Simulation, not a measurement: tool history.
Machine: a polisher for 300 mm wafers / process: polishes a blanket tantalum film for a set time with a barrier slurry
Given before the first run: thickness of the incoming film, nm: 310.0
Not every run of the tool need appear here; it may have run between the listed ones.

| run | hour | flow of slurry (ml/min) | pressure of the wafer on the pad (psi) | speed of the pad under the wafer (cm/s) | abrasive content of the slurry | polishing time (s) | film removed (Å) |
|---|---|---|---|---|---|---|---|
| 1 | 0.0 | 140 | 2.0 | 94 | 1.00 | 24 | 360.51 |
| 2 | 3.9 | 155 | 2.0 | 94 | 1.00 | 24 | 366.59 |
| 3 | 11.9 | 155 | 2.0 | 94 | 1.20 | 24 | 394.12 |
| 4 | 17.5 | 155 | 1.9 | 92 | 1.20 | 24 | 371.37 |
| 5 | 23.9 | 155 | 2.3 | 92 | 1.20 | 24 | 428.42 |
| 6 | 25.8 | 185 | 2.3 | 92 | 1.20 | 24 | 438.03 |

Expected results for the next run?
| 7 | 30.0 | 185 | 1.7 | 68 | 1.15 | 24 | ? |

Run 7 measured film removed (Å) 252.92.

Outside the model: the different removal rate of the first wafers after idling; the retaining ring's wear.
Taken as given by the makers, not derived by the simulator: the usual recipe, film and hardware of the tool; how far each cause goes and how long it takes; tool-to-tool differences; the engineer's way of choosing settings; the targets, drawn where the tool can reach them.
